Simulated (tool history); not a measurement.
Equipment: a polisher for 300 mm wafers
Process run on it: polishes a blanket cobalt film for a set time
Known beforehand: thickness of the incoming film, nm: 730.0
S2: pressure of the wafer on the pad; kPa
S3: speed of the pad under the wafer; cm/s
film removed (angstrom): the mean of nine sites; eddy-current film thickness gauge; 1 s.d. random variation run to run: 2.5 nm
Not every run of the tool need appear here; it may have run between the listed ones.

{"run": 1, "hour": 0.0, "flow of slurry (ml/min)": 260, "S2": 13.8, "S3": 92, "polishing time (s)": 51, "film removed (angstrom)": 2307.8}
{"run": 2, "hour": 0.7, "flow of slurry (ml/min)": 260, "S2": 11.0, "S3": 92, "polishing time (s)": 51, "film removed (angstrom)": 1877.4}
{"run": 3, "hour": 7.4, "flow of slurry (ml/min)": 315, "S2": 11.0, "S3": 92, "polishing time (s)": 51, "film removed (angstrom)": 1891.9}
{"run": 4, "hour": 12.7, "flow of slurry (ml/min)": 315, "S2": 11.0, "S3": 82, "polishing time (s)": 51, "film removed (angstrom)": 1748.0}
{"run": 5, "hour": 13.3, "flow of slurry (ml/min)": 315, "S2": 9.0, "S3": 82, "polishing time (s)": 51, "film removed (angstrom)": 1412.2}
{"run": 6, "hour": 19.2, "flow of slurry (ml/min)": 355, "S2": 9.0, "S3": 82, "polishing time (s)": 51, "film removed (angstrom)": 1453.6}
{"run": 7, "hour": 22.2, "flow of slurry (ml/min)": 355, "S2": 11.0, "S3": 82, "polishing time (s)": 51, "film removed (angstrom)": 1724.1}
{"run": 8, "hour": 30.0, "flow of slurry (ml/min)": 355, "S2": 12.4, "S3": 82, "polishing time (s)": 51, "film removed (angstrom)": 1901.6}
{"run": 9, "hour": 35.3, "flow of slurry (ml/min)": 355, "S2": 13.8, "S3": 82, "polishing time (s)": 51, "film removed (angstrom)": 2128.0}

Run 10, settings as shown, results not yet in. Your forecast:
{"run": 10, "hour": 37.3, "flow of slurry (ml/min)": 355, "S2": 14.5, "S3": 82, "polishing time (s)": 51, "film removed (angstrom)": "?"}

{"run 10": {"film removed (angstrom)": 2202.7}}
